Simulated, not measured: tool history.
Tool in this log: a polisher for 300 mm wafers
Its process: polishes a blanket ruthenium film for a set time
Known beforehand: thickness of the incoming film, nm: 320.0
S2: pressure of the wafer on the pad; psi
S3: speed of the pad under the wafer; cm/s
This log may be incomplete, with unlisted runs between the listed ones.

Run 1, hour 0: flow of slurry (ml/min) 280, S2 1.7 psi, S3 88 cm/s, polishing time (s) 35. Result: film removed (angstrom) 295.93.
Run 2, hour 6.2: flow of slurry (ml/min) 280, S2 2 psi, S3 88 cm/s, polishing time (s) 35. Result: film removed (angstrom) 345.41.
Run 3, hour 13: flow of slurry (ml/min) 280, S2 2 psi, S3 88 cm/s, polishing time (s) 35. Result: film removed (angstrom) 347.08.
Run 4, hour 20.8: flow of slurry (ml/min) 280, S2 1.8 psi, S3 86 cm/s, polishing time (s) 35. Result: film removed (angstrom) 306.79.
Run 5, hour 22.2: flow of slurry (ml/min) 280, S2 1.6 psi, S3 84 cm/s, polishing time (s) 35. Result: film removed (angstrom) 265.09.
Run 6, hour 26.4: flow of slurry (ml/min) 280, S2 1.6 psi, S3 84 cm/s, polishing time (s) 31. Result: film removed (angstrom) 238.61.
Run 7, hour 27.6: flow of slurry (ml/min) 280, S2 1.5 psi, S3 84 cm/s, polishing time (s) 31. Result: film removed (angstrom) 221.6.

The next listed run, before its measurement:
Run 8, hour 31.7: flow of slurry (ml/min) 280, S2 1.4 psi, S3 84 cm/s, polishing time (s) 31. Result: film removed (angstrom) ?.

Logged for run 8: film removed (angstrom) 204.77.
